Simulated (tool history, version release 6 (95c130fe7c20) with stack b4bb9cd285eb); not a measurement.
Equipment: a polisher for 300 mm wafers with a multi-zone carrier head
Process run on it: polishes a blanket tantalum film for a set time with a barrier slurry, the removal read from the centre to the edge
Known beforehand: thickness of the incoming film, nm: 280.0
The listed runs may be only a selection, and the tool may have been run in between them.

run	hour	flow of slurry (ml/min)	pressure of the head's centre zone	pressure of the head's middle zone	pressure of the head's edge zone	abrasive content of the slurry	polishing time (s)	film removed at the wafer's centre (angstrom)	film removed at mid-radius (angstrom)	film removed at the wafer's edge (angstrom)
1	0	295	1	1	1	1	31	566.58	508.62	549.71
2	3.9	290	0.97	1	1	0.9	31	516.67	501.94	522.11
3	7.1	290	0.97	1	1.09	0.9	31	542.47	504.61	545.06
4	8.8	285	0.94	0.98	1.07	0.85	31	510.05	479.42	535.96
5	16.4	285	0.92	0.98	1.05	0.8	31	486.68	464.13	506.07
# hour 23.7: centre zone pressure recalibrated
6	23.7	285	0.92	1.05	1.05	0.8	31	466.61	492.21	512.7
7	31.8	275	0.9	1.04	1.05	0.75	31	438.52	479	508.56
8	36.6	275	0.89	1.03	1.03	0.7	31	430.02	463.65	481.22

What will run 9 give?
9	42.2	265	0.88	1.02	1.03	0.7	31	?	?	?

film removed at the wafer's centre (angstrom): 412.73
film removed at mid-radius (angstrom): 460.45
film removed at the wafer's edge (angstrom): 486.22
